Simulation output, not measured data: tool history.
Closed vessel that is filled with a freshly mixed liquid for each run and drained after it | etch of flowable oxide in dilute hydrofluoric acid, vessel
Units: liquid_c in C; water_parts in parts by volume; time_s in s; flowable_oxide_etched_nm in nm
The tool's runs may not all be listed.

run 1 day=0.000 | liquid_c=25.0 water_parts=100 time_s=55 | flowable_oxide_etched_nm=19.602
run 2 day=0.221 | liquid_c=24.0 water_parts=100 time_s=55 | flowable_oxide_etched_nm=18.990
run 3 day=0.525 | liquid_c=23.0 water_parts=100 time_s=55 | flowable_oxide_etched_nm=18.185
run 4 day=0.683 | liquid_c=22.5 water_parts=100 time_s=55 | flowable_oxide_etched_nm=17.942
run 5 day=1.067 | liquid_c=22.5 water_parts=100 time_s=55 | flowable_oxide_etched_nm=17.908
run 6 day=1.333 | liquid_c=22.0 water_parts=100 time_s=55 | flowable_oxide_etched_nm=17.500
run 7 day=1.638 | liquid_c=21.5 water_parts=100 time_s=55 | flowable_oxide_etched_nm=17.185
run 8 day=1.692 | liquid_c=21.5 water_parts=100 time_s=55 | flowable_oxide_etched_nm=17.095
run 9 day=2.004 | liquid_c=21.0 water_parts=100 time_s=55 | flowable_oxide_etched_nm=16.724
run 10 day=2.146 | liquid_c=20.5 water_parts=100 time_s=55 | flowable_oxide_etched_nm=16.453
run 11 day=2.421 | liquid_c=20.0 water_parts=100 time_s=55 | flowable_oxide_etched_nm=16.211
run 12 day=2.717 | liquid_c=20.0 water_parts=100 time_s=55 | flowable_oxide_etched_nm=16.181
run 13 day=2.992 | liquid_c=19.5 water_parts=100 time_s=55 | flowable_oxide_etched_nm=15.800
run 14 day=3.083 | liquid_c=19.0 water_parts=100 time_s=55 | flowable_oxide_etched_nm=15.595
run 15 day=3.417 | liquid_c=18.0 water_parts=100 time_s=55 | flowable_oxide_etched_nm=14.769

The next listed run, before its measurement:
run 16 day=3.592 | liquid_c=17.5 water_parts=100 time_s=55 | flowable_oxide_etched_nm=?

Run 16 gave flowable_oxide_etched_nm 14.540 nm.
